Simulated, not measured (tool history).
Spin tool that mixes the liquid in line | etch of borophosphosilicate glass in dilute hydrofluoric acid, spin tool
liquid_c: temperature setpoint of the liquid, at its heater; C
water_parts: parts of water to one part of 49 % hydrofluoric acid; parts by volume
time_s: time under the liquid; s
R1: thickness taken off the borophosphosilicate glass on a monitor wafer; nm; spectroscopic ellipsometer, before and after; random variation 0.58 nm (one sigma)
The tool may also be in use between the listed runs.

run 1 hour=0 | liquid_c=25 water_parts=45 time_s=55 | R1=70.722
run 2 hour=6.5 | liquid_c=23 water_parts=45 time_s=55 | R1=64.696
run 3 hour=11.3 | liquid_c=23 water_parts=35 time_s=55 | R1=84.801
run 4 hour=17.7 | liquid_c=23.5 water_parts=35 time_s=55 | R1=86.296
run 5 hour=26.3 | liquid_c=23.5 water_parts=45 time_s=55 | R1=66.615
run 6 hour=27.7 | liquid_c=26.5 water_parts=45 time_s=55 | R1=75.996
run 7 hour=31.7 | liquid_c=28 water_parts=45 time_s=55 | R1=79.131

Forecast run 8:
run 8 hour=40 | liquid_c=29.5 water_parts=45 time_s=55 | R1=?

{"run 8": {"R1": 84.653}}
